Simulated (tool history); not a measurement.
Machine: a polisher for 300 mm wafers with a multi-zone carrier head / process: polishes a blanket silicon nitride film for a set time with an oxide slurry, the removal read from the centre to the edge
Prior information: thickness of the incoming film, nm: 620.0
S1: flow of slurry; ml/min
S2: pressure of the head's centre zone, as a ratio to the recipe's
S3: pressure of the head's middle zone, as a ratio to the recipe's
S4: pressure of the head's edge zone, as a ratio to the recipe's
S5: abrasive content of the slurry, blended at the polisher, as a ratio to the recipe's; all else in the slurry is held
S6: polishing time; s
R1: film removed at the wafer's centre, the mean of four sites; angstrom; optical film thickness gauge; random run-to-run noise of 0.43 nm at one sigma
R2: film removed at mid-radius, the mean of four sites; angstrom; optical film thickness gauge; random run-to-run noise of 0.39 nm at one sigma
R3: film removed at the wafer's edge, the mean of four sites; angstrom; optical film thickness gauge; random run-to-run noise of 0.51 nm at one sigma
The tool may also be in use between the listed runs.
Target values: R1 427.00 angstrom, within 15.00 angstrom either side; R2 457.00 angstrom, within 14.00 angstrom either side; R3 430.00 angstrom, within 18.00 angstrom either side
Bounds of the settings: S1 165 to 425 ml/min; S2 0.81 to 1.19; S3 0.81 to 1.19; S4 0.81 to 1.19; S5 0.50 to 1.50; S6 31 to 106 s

| run | hour | S1 | S2 | S3 | S4 | S5 | S6 | R1 | R2 | R3 |
|---|---|---|---|---|---|---|---|---|---|---|
| 1 | 0.0 | 275 | 1.00 | 1.00 | 1.00 | 1.00 | 68 | 651.46 | 640.31 | 624.52 |
| 2 | 6.0 | 275 | 1.00 | 1.00 | 0.92 | 1.00 | 68 | 649.26 | 637.61 | 597.49 |
| 3 | 8.8 | 270 | 0.96 | 0.99 | 0.90 | 0.85 | 67 | 561.25 | 570.89 | 528.22 |
| 4 | 16.3 | 265 | 0.93 | 0.97 | 0.88 | 0.75 | 67 | 502.06 | 518.53 | 488.70 |
| 5 | 24.2 | 260 | 0.91 | 0.96 | 0.86 | 0.70 | 67 | 470.43 | 493.04 | 474.68 |
| 6 | 24.9 | 220 | 0.91 | 0.96 | 0.86 | 0.70 | 67 | 457.46 | 472.59 | 450.31 |
| 7 | 30.9 | 220 | 0.91 | 0.96 | 0.86 | 0.70 | 67 | 454.99 | 480.12 | 461.77 |
| 8 | 34.4 | 210 | 0.91 | 0.96 | 0.84 | 0.70 | 67 | 453.93 | 473.67 | 440.22 |
| 9 | 39.1 | 200 | 0.90 | 0.96 | 0.84 | 0.70 | 67 | 450.30 | 475.89 | 442.39 |

Which single option among these 4 for the next run brings every result within its allowed miss of target? Just one does.
| A | 43.8 | 200 | 0.85 | 0.92 | 0.81 | 0.80 | 65 | ? | ? | ? |
| B | 43.8 | 175 | 0.93 | 0.93 | 0.81 | 0.85 | 61 | ? | ? | ? |
| C | 43.8 | 235 | 0.90 | 0.97 | 0.88 | 0.75 | 60 | ? | ? | ? |
| D | 43.8 | 175 | 1.01 | 0.93 | 0.88 | 0.55 | 79 | ? | ? | ? |

| move | R1 | R2 | R3 |
|---|---|---|---|
| A | 448.77 | 484.53 | 467.60 |
| B | 462.08 | 462.50 | 446.67 |
| C | 431.78 | 454.12 | 438.08 |
| D | 479.03 | 443.33 | 444.46 |
A: further off than the last run
B: further off than the last run
C: each result inside its tolerance
D: further off than the last run
C meets every target.
